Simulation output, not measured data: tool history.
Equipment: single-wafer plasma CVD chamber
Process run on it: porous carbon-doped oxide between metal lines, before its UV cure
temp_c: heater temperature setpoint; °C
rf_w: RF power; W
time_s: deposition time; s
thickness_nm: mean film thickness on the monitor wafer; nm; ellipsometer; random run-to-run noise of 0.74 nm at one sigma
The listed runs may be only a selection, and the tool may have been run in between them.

run,day,temp_c,rf_w,time_s,thickness_nm
1,0,280,485,28.2,158.87
2,0.233,286,485,28.2,154.08
3,0.425,280,505,28.3,164.82
4,0.742,280,505,28.2,162.8
5,0.942,280,505,29.1,168.43
6,1.3,280,555,29.1,178.27
7,1.638,277,560,29.1,183.07

Run 8 has not been measured yet. What should we expect?
8,1.796,275,565,29.1,?

{"run 8": {"thickness_nm": 184.65}}
